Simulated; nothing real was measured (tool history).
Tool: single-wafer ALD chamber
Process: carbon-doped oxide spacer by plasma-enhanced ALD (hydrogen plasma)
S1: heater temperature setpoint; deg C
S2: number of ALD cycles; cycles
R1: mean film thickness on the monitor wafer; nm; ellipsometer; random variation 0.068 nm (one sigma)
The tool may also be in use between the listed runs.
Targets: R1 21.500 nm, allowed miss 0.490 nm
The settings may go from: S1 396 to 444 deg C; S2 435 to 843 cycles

run 1 day=0.000 | S1=420 S2=639 | R1=29.249
run 2 day=0.358 | S1=423 S2=592 | R1=26.884
run 3 day=0.554 | S1=432 S2=592 | R1=26.215
run 4 day=0.912 | S1=439 S2=592 | R1=25.310
run 5 day=0.954 | S1=430 S2=592 | R1=26.336
run 6 day=1.033 | S1=430 S2=679 | R1=30.164
run 7 day=1.404 | S1=432 S2=627 | R1=27.600
run 8 day=1.604 | S1=434 S2=589 | R1=25.697
run 9 day=1.642 | S1=436 S2=563 | R1=24.436
run 10 day=1.850 | S1=437 S2=545 | R1=23.346
run 11 day=1.912 | S1=438 S2=535 | R1=23.033
run 12 day=2.250 | S1=441 S2=486 | R1=20.730
run 13 day=2.296 | S1=441 S2=486 | R1=20.776
run 14 day=2.554 | S1=440 S2=489 | R1=20.736

Which of these 4 next moves meets every target?
run A day=2.812 | S1=444 S2=517 | R1=?
run B day=2.812 | S1=428 S2=440 | R1=?
run C day=2.812 | S1=439 S2=470 | R1=?
run D day=2.812 | S1=444 S2=478 | R1=?

move=A R1=21.784
move=B R1=19.722
move=C R1=20.198
move=D R1=20.141
A: meets every target
B: further off than the last run
C: further off than the last run
D: further off than the last run
Move A is the one to make.

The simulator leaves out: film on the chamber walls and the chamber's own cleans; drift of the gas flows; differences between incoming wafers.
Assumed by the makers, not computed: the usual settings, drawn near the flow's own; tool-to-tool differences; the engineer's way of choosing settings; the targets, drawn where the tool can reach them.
